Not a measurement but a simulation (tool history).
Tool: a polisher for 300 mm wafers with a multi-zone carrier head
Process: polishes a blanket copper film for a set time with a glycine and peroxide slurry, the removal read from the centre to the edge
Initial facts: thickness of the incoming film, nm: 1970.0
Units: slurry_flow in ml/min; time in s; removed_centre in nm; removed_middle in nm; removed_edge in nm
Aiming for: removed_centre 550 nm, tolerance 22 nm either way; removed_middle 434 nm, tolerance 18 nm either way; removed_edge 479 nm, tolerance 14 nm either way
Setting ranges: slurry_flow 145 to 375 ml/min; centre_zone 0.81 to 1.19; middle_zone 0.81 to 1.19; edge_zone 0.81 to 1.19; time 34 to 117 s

run 1 hour=0 | slurry_flow=240 centre_zone=1 middle_zone=1 edge_zone=1 time=75 | removed_centre=422.15 removed_middle=390.79 removed_edge=386.98
run 2 hour=7.1 | slurry_flow=250 centre_zone=1.03 middle_zone=0.99 edge_zone=1.04 time=77 | removed_centre=442.72 removed_middle=408.32 removed_edge=407.57
run 3 hour=14.9 | slurry_flow=255 centre_zone=1.07 middle_zone=0.96 edge_zone=1.07 time=79 | removed_centre=475.59 removed_middle=407.28 removed_edge=424.5
run 4 hour=20.8 | slurry_flow=255 centre_zone=1.07 middle_zone=1 edge_zone=1.07 time=79 | removed_centre=471.54 removed_middle=421.05 removed_edge=418.8
run 5 hour=27.5 | slurry_flow=255 centre_zone=1.07 middle_zone=0.97 edge_zone=1.07 time=79 | removed_centre=486.75 removed_middle=408.73 removed_edge=423.36
run 6 hour=35.6 | slurry_flow=255 centre_zone=1.07 middle_zone=1.03 edge_zone=1.07 time=79 | removed_centre=476.89 removed_middle=434.5 removed_edge=420.5
run 7 hour=43.2 | slurry_flow=260 centre_zone=1.09 middle_zone=1.01 edge_zone=1.1 time=80 | removed_centre=492.91 removed_middle=429.34 removed_edge=435.02
run 8 hour=51.8 | slurry_flow=270 centre_zone=1.1 middle_zone=1 edge_zone=1.12 time=81 | removed_centre=506.96 removed_middle=434.68 removed_edge=448.63

Which one of the following 5 next-run settings gets every result inside its allowed miss? There is exactly one.
run A hour=60.4 | slurry_flow=265 centre_zone=1.12 middle_zone=1.08 edge_zone=1.15 time=76 | removed_centre=? removed_middle=? removed_edge=?
run B hour=60.4 | slurry_flow=330 centre_zone=1.11 middle_zone=0.95 edge_zone=1.16 time=84 | removed_centre=? removed_middle=? removed_edge=?
run C hour=60.4 | slurry_flow=290 centre_zone=1.02 middle_zone=0.93 edge_zone=1.13 time=86 | removed_centre=? removed_middle=? removed_edge=?
run D hour=60.4 | slurry_flow=160 centre_zone=1.03 middle_zone=0.81 edge_zone=1.19 time=94 | removed_centre=? removed_middle=? removed_edge=?
run E hour=60.4 | slurry_flow=245 centre_zone=1.06 middle_zone=1.02 edge_zone=1.15 time=92 | removed_centre=? removed_middle=? removed_edge=?

move=A removed_centre=491.48 removed_middle=432.26 removed_edge=419.63
move=B removed_centre=551.28 removed_middle=438.34 removed_edge=474.64
move=C removed_centre=511.41 removed_middle=435.62 removed_edge=475.15
move=D removed_centre=512.37 removed_middle=389.75 removed_edge=500.93
move=E removed_centre=557.02 removed_middle=493.97 removed_edge=504.81
A: misses by more than the last run did
B: every result lands within tolerance
C: the worst result of the last run now meets its target, but another is out of spec
D: the result that was furthest off in the last run now lies on the other side of its target
E: the result that was furthest off in the last run now lies on the other side of its target
B is the move that brings every result within its allowed miss.

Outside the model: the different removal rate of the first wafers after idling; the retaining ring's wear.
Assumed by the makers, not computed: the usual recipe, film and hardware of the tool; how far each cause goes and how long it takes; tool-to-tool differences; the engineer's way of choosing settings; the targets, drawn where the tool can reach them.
